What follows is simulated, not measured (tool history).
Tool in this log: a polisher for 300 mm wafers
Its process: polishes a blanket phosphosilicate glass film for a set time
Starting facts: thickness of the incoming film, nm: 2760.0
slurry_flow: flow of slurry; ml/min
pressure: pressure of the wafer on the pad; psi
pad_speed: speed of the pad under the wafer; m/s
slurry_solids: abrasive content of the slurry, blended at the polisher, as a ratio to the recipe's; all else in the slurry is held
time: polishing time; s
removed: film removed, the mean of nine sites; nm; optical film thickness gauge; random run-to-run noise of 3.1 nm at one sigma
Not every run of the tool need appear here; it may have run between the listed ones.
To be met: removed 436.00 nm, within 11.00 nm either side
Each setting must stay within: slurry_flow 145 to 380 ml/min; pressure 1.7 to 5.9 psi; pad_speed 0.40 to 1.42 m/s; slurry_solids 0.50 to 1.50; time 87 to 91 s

run	hour	slurry_flow	pressure	pad_speed	slurry_solids	time	removed
1	0.0	245	3.8	0.90	1.00	87	758.67
2	2.6	245	3.8	1.08	1.00	87	862.82
3	4.3	280	3.8	1.08	1.00	87	883.24
4	9.5	280	3.8	1.08	1.00	91	920.69
5	13.7	280	3.4	1.02	1.00	91	806.28
6	19.9	280	3.4	1.02	0.85	91	715.71
7	20.8	280	3.0	1.00	0.85	91	631.17
8	28.6	280	2.7	1.00	0.85	91	578.22
9	32.5	280	2.5	1.00	0.85	91	534.36
10	33.7	275	2.4	1.00	0.85	91	514.70
11	36.5	235	1.8	1.00	0.85	91	383.93
12	38.6	305	1.9	1.00	0.85	91	412.73

Exercise: of the 5 proposed moves below, exactly one satisfies all targets within the stated allowed misses. Which move is it?
A	40.7	350	1.8	1.16	0.80	87	?
B	40.7	340	1.9	1.08	0.80	87	?
C	40.7	330	1.9	0.94	0.90	87	?
D	40.7	315	2.6	0.74	0.90	87	?
E	40.7	250	2.1	0.92	0.80	91	?

move	removed
A	406.41
B	404.05
C	389.75
D	437.24
E	399.29
A: lands further from the targets than the last run did
B: lands further from the targets than the last run did
C: lands further from the targets than the last run did
D: all results land within tolerance of their targets
E: lands further from the targets than the last run did
D meets every target.

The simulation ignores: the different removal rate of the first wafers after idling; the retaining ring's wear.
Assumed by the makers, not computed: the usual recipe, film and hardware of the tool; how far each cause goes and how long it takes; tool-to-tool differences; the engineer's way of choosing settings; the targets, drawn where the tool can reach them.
